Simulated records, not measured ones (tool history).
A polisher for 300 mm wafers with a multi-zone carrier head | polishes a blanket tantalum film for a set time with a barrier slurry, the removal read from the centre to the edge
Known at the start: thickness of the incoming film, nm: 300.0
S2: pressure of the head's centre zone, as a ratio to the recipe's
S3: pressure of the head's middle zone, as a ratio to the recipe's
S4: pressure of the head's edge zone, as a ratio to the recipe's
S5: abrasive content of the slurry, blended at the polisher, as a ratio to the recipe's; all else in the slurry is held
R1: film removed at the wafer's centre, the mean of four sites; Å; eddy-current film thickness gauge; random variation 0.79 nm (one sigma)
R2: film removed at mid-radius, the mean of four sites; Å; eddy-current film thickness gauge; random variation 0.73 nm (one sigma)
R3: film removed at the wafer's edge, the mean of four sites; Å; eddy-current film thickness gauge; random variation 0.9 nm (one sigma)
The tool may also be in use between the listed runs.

Run 1, hour 0.0: flow of slurry (ml/min) 315, S2 1.00, S3 1.00, S4 1.00, S5 1.00, polishing time (s) 84. Result: R1 859.97 Å, R2 822.57 Å, R3 820.75 Å.
Run 2, hour 3.9: flow of slurry (ml/min) 315, S2 1.00, S3 1.00, S4 0.98, S5 0.90, polishing time (s) 83. Result: R1 791.36 Å, R2 798.17 Å, R3 787.78 Å.
Run 3, hour 10.3: flow of slurry (ml/min) 315, S2 1.02, S3 0.99, S4 0.96, S5 0.85, polishing time (s) 82. Result: R1 767.34 Å, R2 731.40 Å, R3 734.35 Å.
Run 4, hour 12.4: flow of slurry (ml/min) 315, S2 1.02, S3 1.04, S4 0.96, S5 0.85, polishing time (s) 82. Result: R1 786.05 Å, R2 777.08 Å, R3 727.93 Å.
Run 5, hour 18.2: flow of slurry (ml/min) 315, S2 1.02, S3 1.03, S4 0.94, S5 0.85, polishing time (s) 82. Result: R1 786.16 Å, R2 759.66 Å, R3 728.39 Å.
Run 6, hour 25.7: flow of slurry (ml/min) 315, S2 1.02, S3 1.03, S4 0.92, S5 0.85, polishing time (s) 82. Result: R1 788.02 Å, R2 768.00 Å, R3 722.17 Å.
Run 7, hour 30.0: flow of slurry (ml/min) 315, S2 1.02, S3 1.02, S4 0.91, S5 0.80, polishing time (s) 82. Result: R1 743.36 Å, R2 725.41 Å, R3 685.44 Å.
Run 8, hour 38.0: flow of slurry (ml/min) 315, S2 1.02, S3 1.02, S4 0.90, S5 0.80, polishing time (s) 82. Result: R1 747.92 Å, R2 735.63 Å, R3 689.97 Å.

Run 9 comes next. What will it give?
Run 9, hour 43.9: flow of slurry (ml/min) 315, S2 1.02, S3 1.01, S4 0.89, S5 0.80, polishing time (s) 82. Result: R1 ?, R2 ?, R3 ?.

R1: 743.14 Å
R2: 717.87 Å
R3: 688.28 Å
